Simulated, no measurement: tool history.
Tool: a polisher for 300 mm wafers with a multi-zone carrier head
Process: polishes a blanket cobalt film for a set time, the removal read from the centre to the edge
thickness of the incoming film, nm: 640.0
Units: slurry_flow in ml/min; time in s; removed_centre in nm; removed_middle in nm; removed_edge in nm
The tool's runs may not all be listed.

Run 1, hour 0.0: slurry_flow 260 ml/min, centre_zone 1.00, middle_zone 1.00, edge_zone 1.00, time 59 s. Result: removed_centre 247.71 nm, removed_middle 247.40 nm, removed_edge 259.18 nm.
Run 2, hour 4.6: slurry_flow 230 ml/min, centre_zone 1.00, middle_zone 1.00, edge_zone 1.00, time 59 s. Result: removed_centre 245.59 nm, removed_middle 241.75 nm, removed_edge 255.19 nm.
Run 3, hour 9.1: slurry_flow 230 ml/min, centre_zone 1.00, middle_zone 1.00, edge_zone 1.00, time 45 s. Result: removed_centre 190.36 nm, removed_middle 186.83 nm, removed_edge 198.43 nm.
Run 4, hour 12.7: slurry_flow 230 ml/min, centre_zone 1.00, middle_zone 0.93, edge_zone 1.00, time 45 s. Result: removed_centre 187.70 nm, removed_middle 176.45 nm, removed_edge 193.63 nm.
Run 5, hour 16.0: slurry_flow 230 ml/min, centre_zone 1.07, middle_zone 0.93, edge_zone 1.00, time 45 s. Result: removed_centre 202.95 nm, removed_middle 178.75 nm, removed_edge 195.74 nm.
Run 6, hour 24.8: slurry_flow 225 ml/min, centre_zone 1.03, middle_zone 0.90, edge_zone 0.96, time 44 s. Result: removed_centre 191.03 nm, removed_middle 168.81 nm, removed_edge 191.14 nm.
Run 7, hour 25.6: slurry_flow 230 ml/min, centre_zone 0.99, middle_zone 0.94, edge_zone 0.89, time 35 s. Result: removed_centre 145.43 nm, removed_middle 135.58 nm, removed_edge 145.03 nm.
Run 8, hour 34.2: slurry_flow 230 ml/min, centre_zone 1.00, middle_zone 0.95, edge_zone 0.93, time 35 s. Result: removed_centre 144.95 nm, removed_middle 141.37 nm, removed_edge 144.43 nm.

Run 9 comes next. What will it give?
Run 9, hour 39.2: slurry_flow 230 ml/min, centre_zone 1.01, middle_zone 0.94, edge_zone 0.97, time 35 s. Result: removed_centre ?, removed_middle ?, removed_edge ?.

removed_centre: 148.15 nm
removed_middle: 138.36 nm
removed_edge: 150.67 nm
